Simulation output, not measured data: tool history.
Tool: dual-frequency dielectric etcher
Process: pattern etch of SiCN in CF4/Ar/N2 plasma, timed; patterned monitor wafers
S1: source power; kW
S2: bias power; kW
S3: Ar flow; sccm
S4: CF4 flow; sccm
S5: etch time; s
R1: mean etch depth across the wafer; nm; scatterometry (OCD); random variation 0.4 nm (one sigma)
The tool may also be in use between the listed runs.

Run 1, day 0: S1 0.45 kW, S2 0.095 kW, S3 75 sccm, S4 43 sccm, S5 88.5 s. Result: R1 79.544 nm.
Run 2, day 0.375: S1 0.45 kW, S2 0.102 kW, S3 75 sccm, S4 43 sccm, S5 88.5 s. Result: R1 81.269 nm.
Run 3, day 0.429: S1 0.47 kW, S2 0.102 kW, S3 75 sccm, S4 43 sccm, S5 88.5 s. Result: R1 85.019 nm.
Run 4, day 0.567: S1 0.47 kW, S2 0.102 kW, S3 81 sccm, S4 43 sccm, S5 88.5 s. Result: R1 84.117 nm.
Run 5, day 0.9: S1 0.48 kW, S2 0.102 kW, S3 81 sccm, S4 43 sccm, S5 88.5 s. Result: R1 86 nm.
Run 6, day 1.208: S1 0.49 kW, S2 0.102 kW, S3 81 sccm, S4 43 sccm, S5 88.5 s. Result: R1 87.769 nm.
At day 1.575: bias power generator calibrated.
Run 7, day 1.575: S1 0.5 kW, S2 0.102 kW, S3 81 sccm, S4 43 sccm, S5 88.5 s. Result: R1 88.122 nm.
Run 8, day 1.917: S1 0.51 kW, S2 0.102 kW, S3 81 sccm, S4 43 sccm, S5 88.5 s. Result: R1 90.446 nm.
Run 9, day 1.958: S1 0.52 kW, S2 0.102 kW, S3 81 sccm, S4 43 sccm, S5 88.5 s. Result: R1 92.049 nm.
Run 10, day 1.996: S1 0.53 kW, S2 0.102 kW, S3 81 sccm, S4 43 sccm, S5 88.5 s. Result: R1 94.292 nm.

Run 11 comes next. What will it give?
Run 11, day 2.196: S1 0.55 kW, S2 0.102 kW, S3 81 sccm, S4 43 sccm, S5 88.5 s. Result: R1 ?.

R1: 97.686 nm
